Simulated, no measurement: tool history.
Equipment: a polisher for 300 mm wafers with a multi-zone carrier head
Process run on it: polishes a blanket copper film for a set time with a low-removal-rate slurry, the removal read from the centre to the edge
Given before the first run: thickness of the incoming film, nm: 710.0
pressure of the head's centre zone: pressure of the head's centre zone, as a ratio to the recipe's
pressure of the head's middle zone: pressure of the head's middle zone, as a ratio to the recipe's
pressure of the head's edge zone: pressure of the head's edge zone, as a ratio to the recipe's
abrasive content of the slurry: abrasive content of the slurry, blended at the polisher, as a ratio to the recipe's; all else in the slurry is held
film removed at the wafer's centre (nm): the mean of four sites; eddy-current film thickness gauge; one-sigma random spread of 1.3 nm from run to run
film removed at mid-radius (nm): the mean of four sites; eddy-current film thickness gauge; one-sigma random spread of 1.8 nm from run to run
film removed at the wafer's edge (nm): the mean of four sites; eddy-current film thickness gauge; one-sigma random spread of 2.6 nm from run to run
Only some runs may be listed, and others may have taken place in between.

| run | hour | flow of slurry (ml/min) | pressure of the head's centre zone | pressure of the head's middle zone | pressure of the head's edge zone | abrasive content of the slurry | polishing time (s) | film removed at the wafer's centre (nm) | film removed at mid-radius (nm) | film removed at the wafer's edge (nm) |
|---|---|---|---|---|---|---|---|---|---|---|
| 1 | 0.0 | 230 | 1.00 | 1.00 | 1.00 | 1.00 | 77 | 211.42 | 210.14 | 206.16 |
| 2 | 2.3 | 230 | 1.00 | 0.97 | 1.00 | 1.00 | 77 | 212.81 | 205.24 | 204.56 |
| 3 | 3.3 | 230 | 1.00 | 0.97 | 0.94 | 1.00 | 77 | 209.31 | 206.23 | 202.70 |
| 4 | 8.3 | 230 | 1.00 | 0.97 | 1.02 | 1.00 | 77 | 211.95 | 202.90 | 209.78 |
| 5 | 14.7 | 230 | 1.04 | 0.97 | 1.02 | 1.00 | 77 | 220.47 | 206.17 | 210.10 |
| 6 | 22.4 | 230 | 1.04 | 0.97 | 1.02 | 1.00 | 89 | 256.00 | 240.39 | 238.36 |

What does the tool deliver on the next run?
| 7 | 30.4 | 220 | 1.00 | 1.00 | 0.98 | 0.95 | 89 | ? | ? | ? |

{"run 7": {"film removed at the wafer's centre (nm)": 242.32, "film removed at mid-radius (nm)": 242.16, "film removed at the wafer's edge (nm)": 237.69}}
